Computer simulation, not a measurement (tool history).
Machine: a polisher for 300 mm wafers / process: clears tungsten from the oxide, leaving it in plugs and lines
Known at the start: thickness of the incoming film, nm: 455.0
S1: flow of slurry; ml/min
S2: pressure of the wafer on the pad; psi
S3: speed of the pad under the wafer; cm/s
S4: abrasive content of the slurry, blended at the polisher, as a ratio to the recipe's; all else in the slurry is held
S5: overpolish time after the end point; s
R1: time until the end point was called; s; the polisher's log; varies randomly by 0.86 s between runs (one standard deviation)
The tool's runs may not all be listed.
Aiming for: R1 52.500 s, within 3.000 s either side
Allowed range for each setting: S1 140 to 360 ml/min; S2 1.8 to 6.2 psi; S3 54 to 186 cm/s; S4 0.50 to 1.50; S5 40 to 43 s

{"run": 1, "day": 0.0, "S1": 230, "S2": 4.0, "S3": 118, "S4": 1.0, "S5": 40, "R1": 83.832}
{"run": 2, "day": 0.021, "S1": 230, "S2": 4.4, "S3": 120, "S4": 1.0, "S5": 40, "R1": 76.306}
{"run": 3, "day": 0.229, "S1": 195, "S2": 4.4, "S3": 120, "S4": 1.0, "S5": 40, "R1": 77.836}
{"run": 4, "day": 0.508, "S1": 195, "S2": 4.7, "S3": 122, "S4": 1.0, "S5": 40, "R1": 70.598}
{"run": 5, "day": 0.621, "S1": 195, "S2": 4.7, "S3": 122, "S4": 1.0, "S5": 40, "R1": 71.72}
{"run": 6, "day": 0.642, "S1": 195, "S2": 4.7, "S3": 122, "S4": 1.2, "S5": 40, "R1": 68.213}
{"run": 7, "day": 0.758, "S1": 195, "S2": 4.9, "S3": 122, "S4": 1.2, "S5": 40, "R1": 66.32}
{"run": 8, "day": 1.1, "S1": 195, "S2": 5.1, "S3": 122, "S4": 1.2, "S5": 40, "R1": 65.267}
{"run": 9, "day": 1.233, "S1": 195, "S2": 5.3, "S3": 124, "S4": 1.2, "S5": 40, "R1": 62.078}
{"run": 10, "day": 1.279, "S1": 195, "S2": 5.5, "S3": 126, "S4": 1.2, "S5": 40, "R1": 57.394}
{"run": 11, "day": 1.554, "S1": 195, "S2": 5.6, "S3": 126, "S4": 1.2, "S5": 40, "R1": 57.096}
{"run": 12, "day": 1.812, "S1": 195, "S2": 5.7, "S3": 126, "S4": 1.2, "S5": 40, "R1": 55.575}

Exercise: of the 4 proposed moves below, exactly one satisfies all targets within the stated allowed misses. Which move is it?
{"run": "A", "day": 2.071, "S1": 190, "S2": 6.2, "S3": 108, "S4": 1.2, "S5": 40, "R1": "?"}
{"run": "B", "day": 2.071, "S1": 235, "S2": 5.9, "S3": 126, "S4": 1.2, "S5": 40, "R1": "?"}
{"run": "C", "day": 2.071, "S1": 225, "S2": 5.7, "S3": 120, "S4": 1.15, "S5": 40, "R1": "?"}
{"run": "D", "day": 2.071, "S1": 260, "S2": 4.8, "S3": 134, "S4": 1.2, "S5": 43, "R1": "?"}

move=A R1=61.636
move=B R1=54.194
move=C R1=59.554
move=D R1=61.696
A: lands further from the targets than the last run did
B: all results in spec
C: lands further from the targets than the last run did
D: lands further from the targets than the last run did
Go with B: it meets all targets.
